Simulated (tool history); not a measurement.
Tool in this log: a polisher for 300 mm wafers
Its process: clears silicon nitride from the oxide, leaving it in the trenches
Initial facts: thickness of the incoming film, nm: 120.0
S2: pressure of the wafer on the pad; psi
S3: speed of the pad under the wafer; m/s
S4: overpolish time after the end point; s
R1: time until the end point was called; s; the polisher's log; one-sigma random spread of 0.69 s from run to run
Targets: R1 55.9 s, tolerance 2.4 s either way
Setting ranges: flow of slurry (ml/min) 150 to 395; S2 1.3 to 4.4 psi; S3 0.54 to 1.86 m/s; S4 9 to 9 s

{"run": 1, "hour": 0.0, "flow of slurry (ml/min)": 250, "S2": 2.8, "S3": 1.18, "S4": 9, "R1": 89.954}
{"run": 2, "hour": 8.3, "flow of slurry (ml/min)": 250, "S2": 3.1, "S3": 1.18, "S4": 9, "R1": 82.032}
{"run": 3, "hour": 16.8, "flow of slurry (ml/min)": 250, "S2": 3.1, "S3": 1.18, "S4": 9, "R1": 79.915}
{"run": 4, "hour": 18.6, "flow of slurry (ml/min)": 250, "S2": 3.1, "S3": 1.18, "S4": 9, "R1": 79.975}
{"run": 5, "hour": 25.1, "flow of slurry (ml/min)": 250, "S2": 3.3, "S3": 1.18, "S4": 9, "R1": 77.707}
{"run": 6, "hour": 33.8, "flow of slurry (ml/min)": 250, "S2": 3.6, "S3": 1.2, "S4": 9, "R1": 69.208}
{"run": 7, "hour": 39.0, "flow of slurry (ml/min)": 250, "S2": 3.8, "S3": 1.2, "S4": 9, "R1": 65.605}
{"run": 8, "hour": 40.6, "flow of slurry (ml/min)": 250, "S2": 3.9, "S3": 1.2, "S4": 9, "R1": 63.826}
{"run": 9, "hour": 45.2, "flow of slurry (ml/min)": 250, "S2": 4, "S3": 1.2, "S4": 9, "R1": 60.596}
{"run": 10, "hour": 52.8, "flow of slurry (ml/min)": 250, "S2": 4.1, "S3": 1.2, "S4": 9, "R1": 59.453}
{"run": 11, "hour": 57.0, "flow of slurry (ml/min)": 250, "S2": 4.2, "S3": 1.2, "S4": 9, "R1": 58.611}

Below are 5 possible settings for the next run. Only one of them brings all results inside the allowed miss of their targets. Which is it?
{"run": "A", "hour": 61.2, "flow of slurry (ml/min)": 260, "S2": 4.3, "S3": 1.34, "S4": 9, "R1": "?"}
{"run": "B", "hour": 61.2, "flow of slurry (ml/min)": 265, "S2": 4.2, "S3": 1.26, "S4": 9, "R1": "?"}
{"run": "C", "hour": 61.2, "flow of slurry (ml/min)": 205, "S2": 4.4, "S3": 1.16, "S4": 9, "R1": "?"}
{"run": "D", "hour": 61.2, "flow of slurry (ml/min)": 155, "S2": 3.7, "S3": 1.4, "S4": 9, "R1": "?"}
{"run": "E", "hour": 61.2, "flow of slurry (ml/min)": 245, "S2": 4.2, "S3": 1.18, "S4": 9, "R1": "?"}

move=A R1=50.974
move=B R1=55.265
move=C R1=59.112
move=D R1=61.26
move=E R1=59.43
A: the result that was furthest off in the last run now lies on the other side of its target
B: meets every target
C: the biggest miss grows against the last run
D: the biggest miss grows against the last run
E: the biggest miss grows against the last run
So the answer is move B, the one that meets all the targets.
